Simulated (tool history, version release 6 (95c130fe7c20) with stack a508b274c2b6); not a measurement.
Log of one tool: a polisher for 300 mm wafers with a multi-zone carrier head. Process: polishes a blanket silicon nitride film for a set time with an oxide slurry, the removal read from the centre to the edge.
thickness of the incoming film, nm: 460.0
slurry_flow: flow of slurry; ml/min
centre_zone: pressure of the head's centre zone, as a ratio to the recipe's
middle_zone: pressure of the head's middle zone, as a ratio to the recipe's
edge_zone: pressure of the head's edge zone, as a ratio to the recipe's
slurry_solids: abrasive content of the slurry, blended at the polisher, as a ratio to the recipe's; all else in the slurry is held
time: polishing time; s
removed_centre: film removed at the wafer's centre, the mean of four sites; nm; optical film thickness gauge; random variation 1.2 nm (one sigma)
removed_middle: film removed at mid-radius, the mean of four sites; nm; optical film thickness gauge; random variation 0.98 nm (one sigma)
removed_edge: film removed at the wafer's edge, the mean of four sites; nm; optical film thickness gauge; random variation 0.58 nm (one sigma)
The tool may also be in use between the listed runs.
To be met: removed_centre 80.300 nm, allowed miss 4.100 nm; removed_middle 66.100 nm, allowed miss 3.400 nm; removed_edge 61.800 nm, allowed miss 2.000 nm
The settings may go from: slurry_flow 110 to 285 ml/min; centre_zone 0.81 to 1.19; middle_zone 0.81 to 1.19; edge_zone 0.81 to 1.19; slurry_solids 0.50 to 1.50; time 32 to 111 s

run 1 hour=0.0 | slurry_flow=180 centre_zone=1.00 middle_zone=1.00 edge_zone=1.00 slurry_solids=1.00 time=71 | removed_centre=48.936 removed_middle=47.504 removed_edge=49.100
run 2 hour=5.3 | slurry_flow=195 centre_zone=1.05 middle_zone=1.02 edge_zone=0.99 slurry_solids=1.10 time=71 | removed_centre=54.240 removed_middle=52.784 removed_edge=51.075
run 3 hour=7.1 | slurry_flow=195 centre_zone=1.05 middle_zone=0.93 edge_zone=0.99 slurry_solids=1.10 time=71 | removed_centre=53.657 removed_middle=49.742 removed_edge=51.842
run 4 hour=13.7 | slurry_flow=195 centre_zone=1.05 middle_zone=0.93 edge_zone=0.99 slurry_solids=1.10 time=83 | removed_centre=62.594 removed_middle=56.564 removed_edge=60.477
run 5 hour=22.2 | slurry_flow=195 centre_zone=1.00 middle_zone=0.93 edge_zone=0.99 slurry_solids=1.10 time=83 | removed_centre=60.611 removed_middle=57.549 removed_edge=59.339
-- hour=26.0 slurry nozzle cleaned
run 6 hour=26.0 | slurry_flow=195 centre_zone=1.00 middle_zone=0.93 edge_zone=0.99 slurry_solids=1.30 time=83 | removed_centre=69.775 removed_middle=66.849 removed_edge=68.414
run 7 hour=28.4 | slurry_flow=200 centre_zone=1.05 middle_zone=0.93 edge_zone=0.95 slurry_solids=1.30 time=83 | removed_centre=74.694 removed_middle=67.363 removed_edge=65.921
run 8 hour=29.9 | slurry_flow=200 centre_zone=1.07 middle_zone=0.93 edge_zone=0.93 slurry_solids=1.30 time=83 | removed_centre=74.995 removed_middle=66.260 removed_edge=67.097
run 9 hour=30.6 | slurry_flow=210 centre_zone=1.10 middle_zone=0.95 edge_zone=0.90 slurry_solids=1.30 time=83 | removed_centre=79.439 removed_middle=67.664 removed_edge=65.677
run 10 hour=32.9 | slurry_flow=210 centre_zone=1.11 middle_zone=0.95 edge_zone=0.88 slurry_solids=1.30 time=83 | removed_centre=78.733 removed_middle=67.068 removed_edge=65.446
run 11 hour=35.3 | slurry_flow=215 centre_zone=1.12 middle_zone=0.96 edge_zone=0.86 slurry_solids=1.30 time=83 | removed_centre=80.607 removed_middle=67.490 removed_edge=65.014
run 12 hour=39.0 | slurry_flow=215 centre_zone=1.13 middle_zone=0.97 edge_zone=0.85 slurry_solids=1.30 time=83 | removed_centre=81.808 removed_middle=66.898 removed_edge=63.924
run 13 hour=42.0 | slurry_flow=215 centre_zone=1.13 middle_zone=0.97 edge_zone=0.84 slurry_solids=1.30 time=83 | removed_centre=78.398 removed_middle=69.709 removed_edge=64.485
run 14 hour=44.9 | slurry_flow=220 centre_zone=1.14 middle_zone=0.97 edge_zone=0.84 slurry_solids=1.30 time=83 | removed_centre=82.317 removed_middle=71.504 removed_edge=62.701
run 15 hour=46.1 | slurry_flow=215 centre_zone=1.14 middle_zone=0.96 edge_zone=0.84 slurry_solids=1.30 time=83 | removed_centre=80.646 removed_middle=69.180 removed_edge=63.192

Which of these 5 next moves meets every target?
run A hour=47.3 | slurry_flow=195 centre_zone=1.06 middle_zone=1.04 edge_zone=0.84 slurry_solids=1.25 time=88 | removed_centre=? removed_middle=? removed_edge=?
run B hour=47.3 | slurry_flow=285 centre_zone=1.17 middle_zone=0.95 edge_zone=0.85 slurry_solids=1.10 time=84 | removed_centre=? removed_middle=? removed_edge=?
run C hour=47.3 | slurry_flow=225 centre_zone=1.13 middle_zone=0.87 edge_zone=0.91 slurry_solids=1.30 time=84 | removed_centre=? removed_middle=? removed_edge=?
run D hour=47.3 | slurry_flow=210 centre_zone=1.06 middle_zone=0.96 edge_zone=0.83 slurry_solids=1.25 time=91 | removed_centre=? removed_middle=? removed_edge=?
run E hour=47.3 | slurry_flow=220 centre_zone=1.19 middle_zone=0.94 edge_zone=0.89 slurry_solids=1.30 time=84 | removed_centre=? removed_middle=? removed_edge=?

move=A removed_centre=78.909 removed_middle=75.437 removed_edge=65.105
move=B removed_centre=82.436 removed_middle=66.209 removed_edge=60.932
move=C removed_centre=83.579 removed_middle=65.336 removed_edge=66.743
move=D removed_centre=82.569 removed_middle=74.185 removed_edge=67.586
move=E removed_centre=87.789 removed_middle=68.997 removed_edge=65.862
A: further off than the last run
B: meets every target
C: brings the result that was furthest off to its target, and leaves another outside
D: further off than the last run
E: brings the result that was furthest off to its target, and leaves another outside
Move B is the one to make.
